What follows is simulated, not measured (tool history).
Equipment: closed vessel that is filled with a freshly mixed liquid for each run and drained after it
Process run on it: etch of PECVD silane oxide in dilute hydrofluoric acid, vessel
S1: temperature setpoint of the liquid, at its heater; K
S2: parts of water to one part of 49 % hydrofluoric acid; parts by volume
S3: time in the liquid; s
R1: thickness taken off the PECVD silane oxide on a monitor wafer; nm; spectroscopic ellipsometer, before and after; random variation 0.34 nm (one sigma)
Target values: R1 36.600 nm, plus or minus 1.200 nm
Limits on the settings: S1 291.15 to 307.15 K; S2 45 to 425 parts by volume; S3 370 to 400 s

{"run": 1, "hour": 0.0, "S1": 299.15, "S2": 235, "S3": 370, "R1": 42.681}
{"run": 2, "hour": 6.4, "S1": 297.65, "S2": 235, "S3": 370, "R1": 40.515}
{"run": 3, "hour": 8.1, "S1": 297.65, "S2": 290, "S3": 370, "R1": 31.064}
{"run": 4, "hour": 12.0, "S1": 299.15, "S2": 290, "S3": 370, "R1": 32.513}
{"run": 5, "hour": 13.9, "S1": 299.15, "S2": 290, "S3": 370, "R1": 32.98}
{"run": 6, "hour": 16.1, "S1": 299.15, "S2": 360, "S3": 370, "R1": 24.523}
{"run": 7, "hour": 21.2, "S1": 301.65, "S2": 350, "S3": 370, "R1": 28.487}
{"run": 8, "hour": 26.7, "S1": 303.15, "S2": 350, "S3": 370, "R1": 29.022}
{"run": 9, "hour": 30.5, "S1": 304.15, "S2": 340, "S3": 370, "R1": 31.439}
{"run": 10, "hour": 34.3, "S1": 305.15, "S2": 335, "S3": 370, "R1": 33.466}
{"run": 11, "hour": 41.0, "S1": 305.65, "S2": 335, "S3": 370, "R1": 33.529}
{"run": 12, "hour": 44.9, "S1": 306.15, "S2": 330, "S3": 370, "R1": 34.899}
{"run": 13, "hour": 51.2, "S1": 306.65, "S2": 330, "S3": 370, "R1": 35.176}

Next run, 5 choices. One meets every target within its allowed miss, the rest don't. Which?
{"run": "A", "hour": 57.5, "S1": 304.65, "S2": 315, "S3": 385, "R1": "?"}
{"run": "B", "hour": 57.5, "S1": 306.15, "S2": 340, "S3": 370, "R1": "?"}
{"run": "C", "hour": 57.5, "S1": 303.65, "S2": 340, "S3": 400, "R1": "?"}
{"run": "D", "hour": 57.5, "S1": 307.15, "S2": 360, "S3": 370, "R1": "?"}
{"run": "E", "hour": 57.5, "S1": 306.65, "S2": 365, "S3": 400, "R1": "?"}

move=A R1=36.149
move=B R1=32.777
move=C R1=32.820
move=D R1=31.189
move=E R1=32.589
A: all results land within tolerance of their targets
B: misses by more than the last run did
C: misses by more than the last run did
D: misses by more than the last run did
E: misses by more than the last run did
The move that meets every target is A.
